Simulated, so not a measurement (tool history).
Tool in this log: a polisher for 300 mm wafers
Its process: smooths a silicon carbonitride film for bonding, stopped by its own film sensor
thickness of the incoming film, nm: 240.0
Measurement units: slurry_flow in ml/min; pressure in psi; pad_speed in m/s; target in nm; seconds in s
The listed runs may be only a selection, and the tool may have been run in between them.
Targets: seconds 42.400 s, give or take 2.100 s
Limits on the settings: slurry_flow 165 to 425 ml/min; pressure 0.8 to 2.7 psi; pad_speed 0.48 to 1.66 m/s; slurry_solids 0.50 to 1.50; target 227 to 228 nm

run  hour  slurry_flow  pressure  pad_speed  slurry_solids  target  seconds
  1   0.0          275       1.7       1.06           1.00     227   59.524
  2   1.2          275       1.7       1.06           1.00     228   56.365
  3   3.8          275       1.8       1.06           1.00     228   52.855
  4   7.0          275       1.8       1.06           0.80     228   56.668
  5  11.3          275       1.8       0.94           0.80     228   60.959
  6  16.5          275       1.9       0.94           0.80     228   58.687
  7  18.9          275       2.0       0.94           0.80     228   56.017
  8  25.2          275       2.1       0.94           0.80     228   52.552
  9  29.0          275       2.2       0.94           0.80     228   50.253

Consider the 5 candidate settings below. Which is the only one whose results all fall within their allowed miss of target?
  A  32.8          235       2.6       1.04           0.95     228        ?
  B  32.8          325       2.6       0.98           0.65     227        ?
  C  32.8          325       2.4       0.94           0.60     228        ?
  D  32.8          285       2.4       0.90           0.85     228        ?
  E  32.8          310       2.2       1.14           0.75     228        ?

move  seconds
   A   36.921
   B   45.188
   C   47.588
   D   45.468
   E   42.089
A: takes the result that was furthest off past its target
B: closer than the last run, but not yet in spec
C: closer than the last run, but not yet in spec
D: closer than the last run, but not yet in spec
E: in spec on every target
Correct choice: E, which meets every target
